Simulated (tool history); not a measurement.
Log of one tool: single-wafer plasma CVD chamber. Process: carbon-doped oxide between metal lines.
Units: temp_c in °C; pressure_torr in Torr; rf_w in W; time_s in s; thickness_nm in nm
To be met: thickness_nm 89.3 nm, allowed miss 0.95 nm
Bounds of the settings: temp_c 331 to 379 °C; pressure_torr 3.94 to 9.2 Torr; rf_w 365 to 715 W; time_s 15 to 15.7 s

run 1 hour=0 | temp_c=355 pressure_torr=6.57 rf_w=540 time_s=15.7 | thickness_nm=84.87
run 2 hour=8.4 | temp_c=355 pressure_torr=6.57 rf_w=540 time_s=15 | thickness_nm=81.75
run 3 hour=16.5 | temp_c=355 pressure_torr=6.57 rf_w=485 time_s=15 | thickness_nm=73.563
run 4 hour=18.7 | temp_c=355 pressure_torr=6.57 rf_w=485 time_s=15.7 | thickness_nm=77.138
run 5 hour=21 | temp_c=353 pressure_torr=6.78 rf_w=490 time_s=15.7 | thickness_nm=78.216
run 6 hour=24.1 | temp_c=351 pressure_torr=6.94 rf_w=495 time_s=15.7 | thickness_nm=79.403
run 7 hour=24.9 | temp_c=349 pressure_torr=7.08 rf_w=500 time_s=15.7 | thickness_nm=80.203
run 8 hour=33.8 | temp_c=337 pressure_torr=8.34 rf_w=570 time_s=15.7 | thickness_nm=95.62
run 9 hour=36.7 | temp_c=339 pressure_torr=8.26 rf_w=570 time_s=15.7 | thickness_nm=94.819
run 10 hour=38 | temp_c=341 pressure_torr=8.18 rf_w=570 time_s=15.7 | thickness_nm=94.981
run 11 hour=41.2 | temp_c=343 pressure_torr=8.04 rf_w=570 time_s=15.7 | thickness_nm=94.083
run 12 hour=50.1 | temp_c=345 pressure_torr=7.92 rf_w=570 time_s=15.7 | thickness_nm=93.207
run 13 hour=50.8 | temp_c=347 pressure_torr=7.84 rf_w=570 time_s=15.7 | thickness_nm=92.678
run 14 hour=53 | temp_c=347 pressure_torr=7.84 rf_w=570 time_s=15.7 | thickness_nm=92.307

Which of these 5 next moves meets every target?
run A hour=55.2 | temp_c=351 pressure_torr=7.39 rf_w=555 time_s=15.7 | thickness_nm=?
run B hour=55.2 | temp_c=349 pressure_torr=7.48 rf_w=595 time_s=15 | thickness_nm=?
run C hour=55.2 | temp_c=347 pressure_torr=7.98 rf_w=565 time_s=15.5 | thickness_nm=?
run D hour=55.2 | temp_c=345 pressure_torr=7.47 rf_w=555 time_s=15 | thickness_nm=?
run E hour=55.2 | temp_c=344 pressure_torr=7.53 rf_w=565 time_s=15.6 | thickness_nm=?

move=A thickness_nm=89.094
move=B thickness_nm=91.178
move=C thickness_nm=90.845
move=D thickness_nm=86.577
move=E thickness_nm=91.742
A: meets every target
B: nearer than the last run, and not there yet
C: nearer than the last run, and not there yet
D: takes the result that was furthest off past its target
E: nearer than the last run, and not there yet
The right move is A.
